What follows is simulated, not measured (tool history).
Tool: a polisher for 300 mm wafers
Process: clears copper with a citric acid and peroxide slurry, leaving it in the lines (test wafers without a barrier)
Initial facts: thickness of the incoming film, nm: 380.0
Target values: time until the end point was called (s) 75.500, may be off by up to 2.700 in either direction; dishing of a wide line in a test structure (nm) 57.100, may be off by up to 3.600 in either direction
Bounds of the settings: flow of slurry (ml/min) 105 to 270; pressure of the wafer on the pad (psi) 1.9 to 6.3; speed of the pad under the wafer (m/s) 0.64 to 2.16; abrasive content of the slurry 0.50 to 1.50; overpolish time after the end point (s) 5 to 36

run	day	flow of slurry (ml/min)	pressure of the wafer on the pad (psi)	speed of the pad under the wafer (m/s)	abrasive content of the slurry	overpolish time after the end point (s)	time until the end point was called (s)	dishing of a wide line in a test structure (nm)
1	0.000	175	4.1	1.40	1.00	18	96.852	49.822
2	0.038	175	4.1	1.40	1.20	18	95.055	49.599
3	0.250	180	4.2	1.40	1.20	18	92.128	51.671
4	0.608	185	4.3	1.40	1.20	18	89.127	52.171
5	0.892	190	4.4	1.40	1.20	18	87.190	54.251
6	1.058	190	4.5	1.40	1.20	18	87.133	55.913
7	1.250	190	4.6	1.40	1.20	18	84.525	55.096
8	1.375	190	4.7	1.40	1.20	18	83.519	56.429
# day 1.492: worn pad replaced by a new one
9	1.492	210	5.1	1.40	1.20	16	70.545	59.549
10	1.850	205	5.1	1.40	1.20	16	72.387	57.448
11	2.008	195	5.1	1.40	1.20	16	71.469	57.468

Which of these 5 next moves meets every target?
A	2.167	205	5.6	1.34	1.10	15	?	?
B	2.167	225	5.1	1.42	1.15	14	?	?
C	2.167	195	5.1	1.62	1.10	15	?	?
D	2.167	165	5.6	1.44	1.10	16	?	?
E	2.167	170	4.5	1.50	1.20	17	?	?

move	time until the end point was called (s)	dishing of a wide line in a test structure (nm)
A	70.074	56.874
B	70.643	52.960
C	63.661	61.612
D	67.054	62.526
E	76.568	58.229
A: misses by more than the last run did
B: misses by more than the last run did
C: misses by more than the last run did
D: misses by more than the last run did
E: every result lands within tolerance
E is the move that brings every result within its allowed miss.
